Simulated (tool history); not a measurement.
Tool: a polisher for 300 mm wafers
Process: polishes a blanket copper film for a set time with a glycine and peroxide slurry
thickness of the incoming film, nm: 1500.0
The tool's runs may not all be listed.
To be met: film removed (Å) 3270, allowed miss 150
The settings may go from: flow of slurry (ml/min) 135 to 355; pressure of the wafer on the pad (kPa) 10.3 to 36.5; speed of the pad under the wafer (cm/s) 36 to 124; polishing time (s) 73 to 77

run,hour,flow of slurry (ml/min),pressure of the wafer on the pad (kPa),speed of the pad under the wafer (cm/s),polishing time (s),film removed (Å)
1,0,225,23.4,80,73,3947.7
2,0.9,270,23.4,80,73,4183
3,2,270,26.2,80,73,4195
4,7.7,270,29.6,80,73,4557.8
5,15.9,270,33.8,80,73,5024.3
6,22.4,270,31.7,78,73,4768
7,30.9,270,29.6,76,73,4659.3
8,36.7,260,27.6,74,73,4261.8
9,41.9,260,26.2,72,73,4026.8
10,43.7,260,24.8,72,73,3926.2
11,48.8,260,24.1,72,73,3839.9
12,54.7,260,23.4,72,73,3844

Which of these 5 next moves meets every target?
A,60.6,285,22.1,48,73,?
B,60.6,210,27.6,80,77,?
C,60.6,270,22.1,98,77,?
D,60.6,255,20,58,76,?
E,60.6,270,31,74,74,?

move,film removed (Å)
A,2930.9
B,4461.7
C,4569.3
D,3143.6
E,4535.6
A: takes the result that was furthest off past its target
B: further off than the last run
C: further off than the last run
D: meets every target
E: further off than the last run
Move D is the one to make.
